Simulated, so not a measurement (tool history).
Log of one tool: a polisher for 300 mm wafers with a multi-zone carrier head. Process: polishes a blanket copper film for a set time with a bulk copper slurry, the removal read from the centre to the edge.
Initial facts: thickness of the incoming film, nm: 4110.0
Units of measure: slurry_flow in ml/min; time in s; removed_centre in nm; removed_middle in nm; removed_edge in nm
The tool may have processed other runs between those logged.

run,hour,slurry_flow,centre_zone,middle_zone,edge_zone,slurry_solids,time,removed_centre,removed_middle,removed_edge
1,0,300,1,1,1,1,60,250.25,280.61,281.36
2,8.6,300,1,1,0.95,1,60,253.44,280.22,269.68
3,14.5,300,1,0.96,0.95,1,60,252.68,265.66,267.85
4,15.3,320,1.04,0.99,0.91,0.85,55,229.6,244.69,232.79
5,22.6,320,1.04,1.04,0.91,0.85,55,231.21,261.52,234.27
6,30.8,325,1.08,1.04,0.88,0.75,52,221.07,232.4,212.81
7,37.2,345,1.11,1.06,0.86,0.7,50,216,226.82,199.38
8,39.7,365,1.13,1.07,0.85,0.65,49,211.34,220.1,189.86
9,48.1,380,1.15,1.07,0.84,0.6,49,212.75,215.97,185.27

Predict the results of run 10:
10,53.9,395,1.19,1.09,0.81,0.5,47,?,?,?

{"run 10": {"removed_centre": 200.94, "removed_middle": 202.19, "removed_edge": 161.16}}
